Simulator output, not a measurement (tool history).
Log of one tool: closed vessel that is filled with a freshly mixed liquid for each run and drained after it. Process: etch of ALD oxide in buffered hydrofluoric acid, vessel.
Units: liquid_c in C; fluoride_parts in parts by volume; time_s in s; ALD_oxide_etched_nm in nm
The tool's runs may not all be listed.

{"run": 1, "hour": 0.0, "liquid_c": 21, "fluoride_parts": 14.5, "time_s": 100, "ALD_oxide_etched_nm": 94.646}
{"run": 2, "hour": 6.3, "liquid_c": 21, "fluoride_parts": 11.5, "time_s": 100, "ALD_oxide_etched_nm": 117.41}
{"run": 3, "hour": 7.5, "liquid_c": 21, "fluoride_parts": 13.5, "time_s": 100, "ALD_oxide_etched_nm": 100.49}
{"run": 4, "hour": 9.1, "liquid_c": 21, "fluoride_parts": 9.5, "time_s": 100, "ALD_oxide_etched_nm": 141}
{"run": 5, "hour": 13.5, "liquid_c": 21, "fluoride_parts": 11.5, "time_s": 100, "ALD_oxide_etched_nm": 117.89}
{"run": 6, "hour": 21.5, "liquid_c": 20, "fluoride_parts": 13, "time_s": 100, "ALD_oxide_etched_nm": 98.964}
{"run": 7, "hour": 29.6, "liquid_c": 19, "fluoride_parts": 14, "time_s": 100, "ALD_oxide_etched_nm": 86.193}
{"run": 8, "hour": 37.3, "liquid_c": 19, "fluoride_parts": 14, "time_s": 100, "ALD_oxide_etched_nm": 87.41}
{"run": 9, "hour": 41.6, "liquid_c": 19, "fluoride_parts": 14, "time_s": 100, "ALD_oxide_etched_nm": 86.775}
{"run": 10, "hour": 48.7, "liquid_c": 18.5, "fluoride_parts": 14.5, "time_s": 100, "ALD_oxide_etched_nm": 82.076}
{"run": 11, "hour": 51.9, "liquid_c": 18, "fluoride_parts": 15, "time_s": 100, "ALD_oxide_etched_nm": 76.019}
{"run": 12, "hour": 56.1, "liquid_c": 17.5, "fluoride_parts": 15.5, "time_s": 100, "ALD_oxide_etched_nm": 72.585}

Run 13 comes next. What will it give?
{"run": 13, "hour": 59.2, "liquid_c": 17.5, "fluoride_parts": 16, "time_s": 100, "ALD_oxide_etched_nm": "?"}

ALD_oxide_etched_nm: 69.157 nm
